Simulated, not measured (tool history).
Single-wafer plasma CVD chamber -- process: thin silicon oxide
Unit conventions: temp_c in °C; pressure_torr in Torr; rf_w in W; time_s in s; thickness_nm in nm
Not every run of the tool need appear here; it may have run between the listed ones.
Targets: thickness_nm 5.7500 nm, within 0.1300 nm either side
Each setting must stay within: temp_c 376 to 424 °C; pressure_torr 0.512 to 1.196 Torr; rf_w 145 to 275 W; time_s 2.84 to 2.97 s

run	hour	temp_c	pressure_torr	rf_w	time_s	thickness_nm
1	0.0	400	0.854	210	2.97	4.7669
2	5.7	400	0.880	210	2.97	4.9305
3	12.3	400	0.825	210	2.97	4.5981
4	20.8	400	0.853	210	2.97	4.7535
5	28.3	400	0.878	210	2.97	4.8979
6	34.7	400	0.899	210	2.97	5.0044
7	41.7	400	0.917	210	2.97	5.0835
# hour 45.1: thermocouple changed; heater temperature recalibrated
8	45.1	400	0.934	210	2.97	5.2134
9	48.1	400	0.947	210	2.97	5.2753
10	54.9	400	0.958	210	2.97	5.3224
11	57.1	400	0.969	210	2.97	5.3328
12	63.6	400	0.980	210	2.97	5.4180
13	70.5	400	0.989	210	2.97	5.4581

Which single option among these 4 for the next run brings every result within its allowed miss of target? Just one does.
A	77.4	397	1.056	215	2.95	?
B	77.4	395	1.053	235	2.97	?
C	77.4	403	0.938	230	2.84	?
D	77.4	399	0.985	220	2.92	?

move	thickness_nm
A	5.7934
B	6.0495
C	5.2127
D	5.4954
A: meets every target
B: takes the result that was furthest off past its target
C: misses by more than the last run did
D: nearer the targets than the last run, but a result is still out of spec
The move that meets every target is A.
